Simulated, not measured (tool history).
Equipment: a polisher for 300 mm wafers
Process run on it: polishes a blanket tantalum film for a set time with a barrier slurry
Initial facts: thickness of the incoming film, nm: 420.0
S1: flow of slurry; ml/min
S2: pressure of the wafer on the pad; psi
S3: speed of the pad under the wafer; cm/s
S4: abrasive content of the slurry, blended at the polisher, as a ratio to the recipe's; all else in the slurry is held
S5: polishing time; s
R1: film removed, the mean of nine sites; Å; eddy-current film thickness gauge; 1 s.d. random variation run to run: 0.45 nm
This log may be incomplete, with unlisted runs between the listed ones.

run,hour,S1,S2,S3,S4,S5,R1
1,0,140,1.6,120,1,28,526.52
2,6.5,140,1.6,120,1.2,28,573.06
3,7.8,175,1.6,120,1.2,28,584.65
4,12.6,175,1.5,120,1.2,28,541.97
5,18.1,175,1.4,120,1.2,28,510.92
6,19.5,175,1.3,120,1.2,28,475.81

For run 7, what comes out?
7,20.1,175,1.2,120,1.2,28,?

{"run 7": {"R1": 445.82}}
